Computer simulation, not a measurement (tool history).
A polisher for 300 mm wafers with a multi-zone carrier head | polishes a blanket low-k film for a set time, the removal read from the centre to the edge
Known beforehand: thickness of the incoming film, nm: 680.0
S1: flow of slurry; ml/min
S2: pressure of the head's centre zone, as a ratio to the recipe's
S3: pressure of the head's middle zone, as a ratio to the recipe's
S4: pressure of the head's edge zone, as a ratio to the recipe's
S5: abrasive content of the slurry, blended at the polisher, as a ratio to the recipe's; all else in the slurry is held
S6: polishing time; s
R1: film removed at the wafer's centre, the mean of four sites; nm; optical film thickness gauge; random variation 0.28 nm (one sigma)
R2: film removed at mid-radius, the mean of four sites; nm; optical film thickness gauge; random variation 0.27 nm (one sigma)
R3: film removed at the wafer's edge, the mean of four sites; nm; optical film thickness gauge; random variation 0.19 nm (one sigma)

{"run": 1, "day": 0.0, "S1": 135, "S2": 1, "S3": 1, "S4": 1, "S5": 1, "S6": 84, "R1": 38.832, "R2": 37.526, "R3": 37.592}
{"run": 2, "day": 0.196, "S1": 130, "S2": 0.99, "S3": 0.99, "S4": 0.96, "S5": 0.85, "S6": 81, "R1": 33.228, "R2": 32.73, "R3": 32.553}
{"run": 3, "day": 0.421, "S1": 125, "S2": 1, "S3": 0.98, "S4": 0.92, "S5": 0.75, "S6": 80, "R1": 31.189, "R2": 30.046, "R3": 29.872}
{"run": 4, "day": 0.75, "S1": 120, "S2": 1, "S3": 0.98, "S4": 0.89, "S5": 0.7, "S6": 79, "R1": 29.007, "R2": 28.402, "R3": 27.412}
{"run": 5, "day": 0.9, "S1": 120, "S2": 1, "S3": 0.9, "S4": 0.89, "S5": 0.7, "S6": 79, "R1": 29.15, "R2": 26.379, "R3": 28.22}
{"run": 6, "day": 0.946, "S1": 120, "S2": 1.06, "S3": 0.9, "S4": 0.89, "S5": 0.7, "S6": 79, "R1": 31.241, "R2": 26.704, "R3": 28.324}
{"run": 7, "day": 1.0, "S1": 115, "S2": 1.04, "S3": 0.91, "S4": 0.87, "S5": 0.65, "S6": 79, "R1": 27.901, "R2": 25.634, "R3": 26.651}
{"run": 8, "day": 1.038, "S1": 110, "S2": 1.06, "S3": 0.92, "S4": 0.85, "S5": 0.65, "S6": 79, "R1": 28.589, "R2": 25.347, "R3": 25.951}
{"run": 9, "day": 1.296, "S1": 105, "S2": 1.05, "S3": 0.93, "S4": 0.84, "S5": 0.65, "S6": 79, "R1": 27.362, "R2": 24.677, "R3": 25.648}
{"run": 10, "day": 1.471, "S1": 100, "S2": 1.05, "S3": 0.95, "S4": 0.83, "S5": 0.65, "S6": 79, "R1": 27.48, "R2": 24.919, "R3": 25.159}

What will run 11 give?
{"run": 11, "day": 1.775, "S1": 95, "S2": 1.04, "S3": 0.96, "S4": 0.82, "S5": 0.65, "S6": 79, "R1": "?", "R2": "?", "R3": "?"}

{"run 11": {"R1": 26.386, "R2": 24.824, "R3": 24.786}}
